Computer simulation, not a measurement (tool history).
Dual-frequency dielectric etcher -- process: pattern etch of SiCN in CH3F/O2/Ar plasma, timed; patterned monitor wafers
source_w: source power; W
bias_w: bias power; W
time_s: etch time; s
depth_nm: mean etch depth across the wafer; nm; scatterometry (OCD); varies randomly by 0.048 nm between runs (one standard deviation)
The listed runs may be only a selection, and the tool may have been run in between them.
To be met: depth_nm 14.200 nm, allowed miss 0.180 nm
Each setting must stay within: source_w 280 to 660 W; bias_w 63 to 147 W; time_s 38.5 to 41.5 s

run 1 hour=0.0 | source_w=470 bias_w=105 time_s=41.5 | depth_nm=16.634
run 2 hour=5.6 | source_w=430 bias_w=104 time_s=41.5 | depth_nm=16.246
run 3 hour=11.3 | source_w=400 bias_w=100 time_s=41.5 | depth_nm=15.758
run 4 hour=20.1 | source_w=450 bias_w=100 time_s=41.5 | depth_nm=16.193
run 5 hour=21.6 | source_w=420 bias_w=97 time_s=41.5 | depth_nm=15.646
run 6 hour=25.7 | source_w=380 bias_w=97 time_s=41.5 | depth_nm=15.343
run 7 hour=27.1 | source_w=360 bias_w=95 time_s=41.5 | depth_nm=15.011
run 8 hour=33.1 | source_w=360 bias_w=95 time_s=41.5 | depth_nm=14.956
run 9 hour=35.0 | source_w=340 bias_w=95 time_s=41.5 | depth_nm=14.856
run 10 hour=42.1 | source_w=330 bias_w=94 time_s=41.5 | depth_nm=14.717
run 11 hour=46.2 | source_w=320 bias_w=93 time_s=41.5 | depth_nm=14.539
run 12 hour=51.2 | source_w=320 bias_w=93 time_s=41.5 | depth_nm=14.548
run 13 hour=58.5 | source_w=310 bias_w=93 time_s=41.5 | depth_nm=14.504

Next run, 5 choices. One meets every target within its allowed miss, the rest don't. Which?
run A hour=65.8 | source_w=290 bias_w=97 time_s=41.5 | depth_nm=?
run B hour=65.8 | source_w=360 bias_w=85 time_s=41.0 | depth_nm=?
run C hour=65.8 | source_w=280 bias_w=113 time_s=39.5 | depth_nm=?
run D hour=65.8 | source_w=290 bias_w=101 time_s=41.0 | depth_nm=?
run E hour=65.8 | source_w=340 bias_w=95 time_s=41.0 | depth_nm=?

move=A depth_nm=14.609
move=B depth_nm=14.191
move=C depth_nm=14.784
move=D depth_nm=14.692
move=E depth_nm=14.731
A: the biggest miss grows against the last run
B: each result inside its tolerance
C: the biggest miss grows against the last run
D: the biggest miss grows against the last run
E: the biggest miss grows against the last run
Go with B: it meets all targets.
